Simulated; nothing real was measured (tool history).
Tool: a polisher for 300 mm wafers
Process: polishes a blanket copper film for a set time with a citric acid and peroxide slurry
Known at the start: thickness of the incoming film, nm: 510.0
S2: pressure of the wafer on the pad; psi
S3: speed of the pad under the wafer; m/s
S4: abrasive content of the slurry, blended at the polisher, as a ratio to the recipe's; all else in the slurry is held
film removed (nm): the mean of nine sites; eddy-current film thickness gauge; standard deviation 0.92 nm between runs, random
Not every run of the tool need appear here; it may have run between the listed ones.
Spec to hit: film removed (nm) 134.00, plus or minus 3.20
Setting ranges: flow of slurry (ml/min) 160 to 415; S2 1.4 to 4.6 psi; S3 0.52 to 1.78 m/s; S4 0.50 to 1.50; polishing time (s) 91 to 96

{"run": 1, "day": 0.0, "flow of slurry (ml/min)": 265, "S2": 3.0, "S3": 1.14, "S4": 1.0, "polishing time (s)": 91, "film removed (nm)": 237.66}
{"run": 2, "day": 0.108, "flow of slurry (ml/min)": 265, "S2": 3.0, "S3": 1.26, "S4": 1.0, "polishing time (s)": 91, "film removed (nm)": 261.77}
{"run": 3, "day": 0.238, "flow of slurry (ml/min)": 265, "S2": 2.7, "S3": 1.26, "S4": 1.0, "polishing time (s)": 91, "film removed (nm)": 234.15}
{"run": 4, "day": 0.525, "flow of slurry (ml/min)": 330, "S2": 2.7, "S3": 1.26, "S4": 1.0, "polishing time (s)": 91, "film removed (nm)": 241.13}
{"run": 5, "day": 0.775, "flow of slurry (ml/min)": 325, "S2": 2.3, "S3": 1.22, "S4": 1.0, "polishing time (s)": 91, "film removed (nm)": 199.13}
{"run": 6, "day": 0.946, "flow of slurry (ml/min)": 325, "S2": 2.3, "S3": 1.22, "S4": 0.85, "polishing time (s)": 91, "film removed (nm)": 192.6}
{"run": 7, "day": 1.154, "flow of slurry (ml/min)": 295, "S2": 1.5, "S3": 1.14, "S4": 0.85, "polishing time (s)": 91, "film removed (nm)": 120.53}
{"run": 8, "day": 1.375, "flow of slurry (ml/min)": 320, "S2": 1.5, "S3": 1.14, "S4": 0.85, "polishing time (s)": 91, "film removed (nm)": 121.12}
{"run": 9, "day": 1.596, "flow of slurry (ml/min)": 330, "S2": 1.5, "S3": 1.14, "S4": 0.85, "polishing time (s)": 91, "film removed (nm)": 120.95}
{"run": 10, "day": 1.875, "flow of slurry (ml/min)": 335, "S2": 1.6, "S3": 1.14, "S4": 0.85, "polishing time (s)": 91, "film removed (nm)": 127.1}
{"run": 11, "day": 1.992, "flow of slurry (ml/min)": 335, "S2": 1.6, "S3": 1.14, "S4": 0.85, "polishing time (s)": 91, "film removed (nm)": 130.18}
{"run": 12, "day": 2.338, "flow of slurry (ml/min)": 335, "S2": 1.6, "S3": 1.14, "S4": 0.85, "polishing time (s)": 91, "film removed (nm)": 126.91}
{"run": 13, "day": 2.371, "flow of slurry (ml/min)": 340, "S2": 1.6, "S3": 1.14, "S4": 0.85, "polishing time (s)": 91, "film removed (nm)": 128.91}
{"run": 14, "day": 2.442, "flow of slurry (ml/min)": 350, "S2": 1.6, "S3": 1.14, "S4": 0.85, "polishing time (s)": 91, "film removed (nm)": 129.43}

4 next moves are on the table. One of them brings every result within its allowed miss. Which?
{"run": "A", "day": 2.512, "flow of slurry (ml/min)": 390, "S2": 1.6, "S3": 1.06, "S4": 0.8, "polishing time (s)": 95, "film removed (nm)": "?"}
{"run": "B", "day": 2.512, "flow of slurry (ml/min)": 405, "S2": 1.4, "S3": 1.36, "S4": 0.6, "polishing time (s)": 96, "film removed (nm)": "?"}
{"run": "C", "day": 2.512, "flow of slurry (ml/min)": 255, "S2": 1.9, "S3": 0.94, "S4": 0.75, "polishing time (s)": 96, "film removed (nm)": "?"}
{"run": "D", "day": 2.512, "flow of slurry (ml/min)": 295, "S2": 1.7, "S3": 1.14, "S4": 0.85, "polishing time (s)": 96, "film removed (nm)": "?"}

move=A film_removed_(nm)=124.70
move=B film_removed_(nm)=133.24
move=C film_removed_(nm)=125.69
move=D film_removed_(nm)=141.56
A: further off than the last run
B: meets every target
C: further off than the last run
D: moves the result that the last run missed by most past its target, out the other side
The move that meets every target is B.

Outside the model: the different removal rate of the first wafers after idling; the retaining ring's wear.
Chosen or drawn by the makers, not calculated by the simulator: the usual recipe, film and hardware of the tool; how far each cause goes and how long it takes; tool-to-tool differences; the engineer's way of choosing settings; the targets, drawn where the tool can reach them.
